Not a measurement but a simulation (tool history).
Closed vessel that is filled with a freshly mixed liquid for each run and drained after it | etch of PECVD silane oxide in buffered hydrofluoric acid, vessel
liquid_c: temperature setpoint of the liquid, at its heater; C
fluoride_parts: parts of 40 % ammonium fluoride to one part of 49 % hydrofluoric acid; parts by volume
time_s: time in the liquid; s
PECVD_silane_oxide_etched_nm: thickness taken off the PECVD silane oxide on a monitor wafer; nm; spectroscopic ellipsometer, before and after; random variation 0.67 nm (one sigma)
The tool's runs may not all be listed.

Run 1, day 0.000: liquid_c 24.0 C, fluoride_parts 19.0 parts by volume, time_s 30 s. Result: PECVD_silane_oxide_etched_nm 73.507 nm.
Run 2, day 0.117: liquid_c 24.5 C, fluoride_parts 19.0 parts by volume, time_s 30 s. Result: PECVD_silane_oxide_etched_nm 74.392 nm.
Run 3, day 0.425: liquid_c 21.5 C, fluoride_parts 19.0 parts by volume, time_s 30 s. Result: PECVD_silane_oxide_etched_nm 63.364 nm.
Run 4, day 0.542: liquid_c 22.5 C, fluoride_parts 19.0 parts by volume, time_s 30 s. Result: PECVD_silane_oxide_etched_nm 67.151 nm.
Run 5, day 0.883: liquid_c 22.5 C, fluoride_parts 19.0 parts by volume, time_s 30 s. Result: PECVD_silane_oxide_etched_nm 67.120 nm.
Run 6, day 1.242: liquid_c 22.5 C, fluoride_parts 24.5 parts by volume, time_s 30 s. Result: PECVD_silane_oxide_etched_nm 56.056 nm.
Run 7, day 1.488: liquid_c 24.0 C, fluoride_parts 24.5 parts by volume, time_s 30 s. Result: PECVD_silane_oxide_etched_nm 60.084 nm.

Run 8 comes next. What will it give?
Run 8, day 1.562: liquid_c 28.0 C, fluoride_parts 24.0 parts by volume, time_s 30 s. Result: PECVD_silane_oxide_etched_nm ?.

PECVD_silane_oxide_etched_nm: 76.283 nm

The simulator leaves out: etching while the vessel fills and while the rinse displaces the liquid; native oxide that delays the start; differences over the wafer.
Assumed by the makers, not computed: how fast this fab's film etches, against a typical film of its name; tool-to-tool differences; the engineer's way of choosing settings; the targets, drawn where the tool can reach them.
